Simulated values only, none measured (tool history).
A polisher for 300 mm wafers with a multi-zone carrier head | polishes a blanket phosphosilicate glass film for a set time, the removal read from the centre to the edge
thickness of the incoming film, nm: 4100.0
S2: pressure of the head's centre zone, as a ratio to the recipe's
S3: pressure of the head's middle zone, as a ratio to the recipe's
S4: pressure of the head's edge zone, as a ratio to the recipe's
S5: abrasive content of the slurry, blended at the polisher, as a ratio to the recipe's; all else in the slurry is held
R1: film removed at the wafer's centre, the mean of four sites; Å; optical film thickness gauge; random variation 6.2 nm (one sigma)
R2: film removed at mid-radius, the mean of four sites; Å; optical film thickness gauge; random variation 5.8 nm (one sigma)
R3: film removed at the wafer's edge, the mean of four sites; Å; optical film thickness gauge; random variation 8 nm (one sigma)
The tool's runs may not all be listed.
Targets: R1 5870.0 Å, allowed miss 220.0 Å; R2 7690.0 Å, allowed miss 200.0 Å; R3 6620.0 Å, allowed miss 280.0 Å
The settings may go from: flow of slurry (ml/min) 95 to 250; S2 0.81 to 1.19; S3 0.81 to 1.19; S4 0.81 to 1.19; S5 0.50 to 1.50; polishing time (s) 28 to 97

Run 1, hour 0.0: flow of slurry (ml/min) 160, S2 1.00, S3 1.00, S4 1.00, S5 1.00, polishing time (s) 62. Result: R1 6919.9 Å, R2 6857.2 Å, R3 6744.8 Å.
Run 2, hour 6.7: flow of slurry (ml/min) 190, S2 1.00, S3 1.00, S4 1.00, S5 1.00, polishing time (s) 62. Result: R1 7060.3 Å, R2 7111.7 Å, R3 6927.0 Å.
Run 3, hour 15.5: flow of slurry (ml/min) 195, S2 0.95, S3 1.03, S4 0.98, S5 1.00, polishing time (s) 62. Result: R1 6667.5 Å, R2 7217.3 Å, R3 6753.3 Å.
Run 4, hour 22.2: flow of slurry (ml/min) 195, S2 0.95, S3 1.03, S4 0.98, S5 1.00, polishing time (s) 55. Result: R1 5769.9 Å, R2 6434.0 Å, R3 6081.2 Å.
Run 5, hour 29.9: flow of slurry (ml/min) 195, S2 0.95, S3 1.03, S4 1.03, S5 1.00, polishing time (s) 55. Result: R1 5859.8 Å, R2 6380.2 Å, R3 6199.7 Å.
Run 6, hour 33.2: flow of slurry (ml/min) 195, S2 0.95, S3 1.03, S4 1.03, S5 1.00, polishing time (s) 66. Result: R1 7129.2 Å, R2 7686.6 Å, R3 7579.7 Å.
Run 7, hour 34.8: flow of slurry (ml/min) 185, S2 0.92, S3 1.06, S4 1.00, S5 1.00, polishing time (s) 66. Result: R1 6835.3 Å, R2 7962.3 Å, R3 7401.6 Å.
Run 8, hour 40.0: flow of slurry (ml/min) 180, S2 0.90, S3 1.06, S4 0.97, S5 1.00, polishing time (s) 66. Result: R1 6638.1 Å, R2 7762.3 Å, R3 7237.8 Å.
Run 9, hour 42.9: flow of slurry (ml/min) 175, S2 0.88, S3 1.07, S4 0.94, S5 1.00, polishing time (s) 66. Result: R1 6350.6 Å, R2 7832.8 Å, R3 7085.8 Å.
Run 10, hour 44.9: flow of slurry (ml/min) 150, S2 0.86, S3 1.09, S4 0.86, S5 0.95, polishing time (s) 66. Result: R1 5863.0 Å, R2 7422.0 Å, R3 6420.9 Å.

Which of these 4 next moves meets every target?
Run A, hour 46.9: flow of slurry (ml/min) 165, S2 0.81, S3 1.06, S4 0.94, S5 0.95, polishing time (s) 64. Result: R1 ?, R2 ?, R3 ?.
Run B, hour 46.9: flow of slurry (ml/min) 140, S2 0.86, S3 1.13, S4 0.91, S5 1.05, polishing time (s) 63. Result: R1 ?, R2 ?, R3 ?.
Run C, hour 46.9: flow of slurry (ml/min) 160, S2 0.89, S3 1.09, S4 0.88, S5 0.85, polishing time (s) 72. Result: R1 ?, R2 ?, R3 ?.
Run D, hour 46.9: flow of slurry (ml/min) 170, S2 0.96, S3 1.09, S4 0.82, S5 0.95, polishing time (s) 63. Result: R1 ?, R2 ?, R3 ?.

move      R1      R2      R3
   A  5469.6  7207.3  6525.1
   B  5856.8  7701.4  6561.1
   C  6222.3  7636.9  6559.5
   D  6432.0  7301.7  6059.5
A: further off than the last run
B: meets every target
C: brings the result that was furthest off to its target, and leaves another outside
D: further off than the last run
The right move is B.

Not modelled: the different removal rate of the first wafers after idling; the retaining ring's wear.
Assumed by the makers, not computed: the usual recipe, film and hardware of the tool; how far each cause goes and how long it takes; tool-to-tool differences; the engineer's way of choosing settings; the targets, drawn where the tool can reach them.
